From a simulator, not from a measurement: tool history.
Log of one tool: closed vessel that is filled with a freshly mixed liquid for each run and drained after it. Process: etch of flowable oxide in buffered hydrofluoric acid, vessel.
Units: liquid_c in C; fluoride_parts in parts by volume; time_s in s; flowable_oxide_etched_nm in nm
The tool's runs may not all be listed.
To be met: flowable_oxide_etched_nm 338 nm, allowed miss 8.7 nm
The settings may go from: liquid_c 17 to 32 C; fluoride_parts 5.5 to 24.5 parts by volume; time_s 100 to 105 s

{"run": 1, "hour": 0.0, "liquid_c": 25, "fluoride_parts": 15, "time_s": 100, "flowable_oxide_etched_nm": 182.37}
{"run": 2, "hour": 2.4, "liquid_c": 25, "fluoride_parts": 15, "time_s": 100, "flowable_oxide_etched_nm": 180.51}
{"run": 3, "hour": 3.6, "liquid_c": 25, "fluoride_parts": 15, "time_s": 100, "flowable_oxide_etched_nm": 180.74}
{"run": 4, "hour": 11.5, "liquid_c": 25, "fluoride_parts": 12.5, "time_s": 100, "flowable_oxide_etched_nm": 214.75}
{"hour": 14.3, "done": "thermometer replaced"}
{"run": 5, "hour": 14.3, "liquid_c": 25, "fluoride_parts": 10.5, "time_s": 100, "flowable_oxide_etched_nm": 272.28}
{"run": 6, "hour": 21.7, "liquid_c": 22.5, "fluoride_parts": 10.5, "time_s": 100, "flowable_oxide_etched_nm": 239.78}
{"run": 7, "hour": 30.9, "liquid_c": 23.5, "fluoride_parts": 10.5, "time_s": 100, "flowable_oxide_etched_nm": 251.08}
{"run": 8, "hour": 33.6, "liquid_c": 27.5, "fluoride_parts": 10, "time_s": 100, "flowable_oxide_etched_nm": 326.69}

4 next moves are on the table. One of them brings every result within its allowed miss. Which?
{"run": "A", "hour": 36.3, "liquid_c": 27, "fluoride_parts": 9, "time_s": 105, "flowable_oxide_etched_nm": "?"}
{"run": "B", "hour": 36.3, "liquid_c": 23.5, "fluoride_parts": 8.5, "time_s": 105, "flowable_oxide_etched_nm": "?"}
{"run": "C", "hour": 36.3, "liquid_c": 27.5, "fluoride_parts": 10.5, "time_s": 100, "flowable_oxide_etched_nm": "?"}
{"run": "D", "hour": 36.3, "liquid_c": 28, "fluoride_parts": 10.5, "time_s": 105, "flowable_oxide_etched_nm": "?"}

move=A flowable_oxide_etched_nm=360.19
move=B flowable_oxide_etched_nm=317.19
move=C flowable_oxide_etched_nm=314.48
move=D flowable_oxide_etched_nm=339.1
A: takes the result that was furthest off past its target
B: further off than the last run
C: further off than the last run
D: meets every target
Move D is the one to make.
